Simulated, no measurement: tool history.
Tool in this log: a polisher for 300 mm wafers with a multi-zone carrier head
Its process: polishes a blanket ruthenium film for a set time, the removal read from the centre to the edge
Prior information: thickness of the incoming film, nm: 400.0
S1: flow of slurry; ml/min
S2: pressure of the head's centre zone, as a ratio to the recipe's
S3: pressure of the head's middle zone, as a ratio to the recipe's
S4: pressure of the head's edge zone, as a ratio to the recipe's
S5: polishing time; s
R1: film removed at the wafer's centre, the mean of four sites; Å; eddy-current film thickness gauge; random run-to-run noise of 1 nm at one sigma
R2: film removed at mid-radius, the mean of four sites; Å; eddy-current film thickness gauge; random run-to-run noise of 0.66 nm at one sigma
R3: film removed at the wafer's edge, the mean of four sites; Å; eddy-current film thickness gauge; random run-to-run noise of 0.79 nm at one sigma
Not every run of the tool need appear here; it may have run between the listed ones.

run,hour,S1,S2,S3,S4,S5,R1,R2,R3
1,0,125,1,1,1,41,642.98,617.47,654.89
2,5.6,125,1,1.05,1,41,632.67,641.71,658.84
3,14.5,135,1.03,1.05,1.03,42,685.26,660.29,671.73
4,19.4,140,1.04,1.04,1.04,44,733.33,687.4,722.72
5,22.1,140,0.99,1.04,1.04,44,689.17,693.53,706.9
6,28.1,140,0.99,1.04,1.09,44,694.65,699.2,733.98
7,30,145,1.02,1.04,1.1,45,738.93,713.1,753.14
8,36.8,150,1.04,1.04,1.11,45,743.47,711.3,746.43
# hour 38.6: worn pad replaced by a new one
9,38.6,150,1.06,1.04,1.11,46,888.86,807.21,852.03

The next listed run, before its measurement:
10,41.3,150,1.06,1.04,1.11,46,?,?,?

Run 10 gave R1 879.34 Å, R2 814.86 Å, R3 862.86 Å.
